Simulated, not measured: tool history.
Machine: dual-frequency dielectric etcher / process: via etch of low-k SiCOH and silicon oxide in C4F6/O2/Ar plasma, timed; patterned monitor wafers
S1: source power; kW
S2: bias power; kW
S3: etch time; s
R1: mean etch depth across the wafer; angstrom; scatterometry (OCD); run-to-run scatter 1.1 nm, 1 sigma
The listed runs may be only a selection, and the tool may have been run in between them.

run  hour    S1     S2   S3      R1
  1     0  0.25  0.218  102  2501.1
  2   3.7  0.26  0.221  102    2525
  3   5.4  0.27  0.224  102  2560.9
  4    13  0.23  0.224  102  2469.8
  5  19.6  0.23  0.224  102  2468.1
  6  27.1  0.24   0.23  102  2524.5
  7  34.1  0.24   0.23  102  2524.6

Run 8, settings as shown, results not yet in. Your forecast:
  8  35.9  0.25  0.234  102   ?

{"run 8": {"R1": 2559.1}}
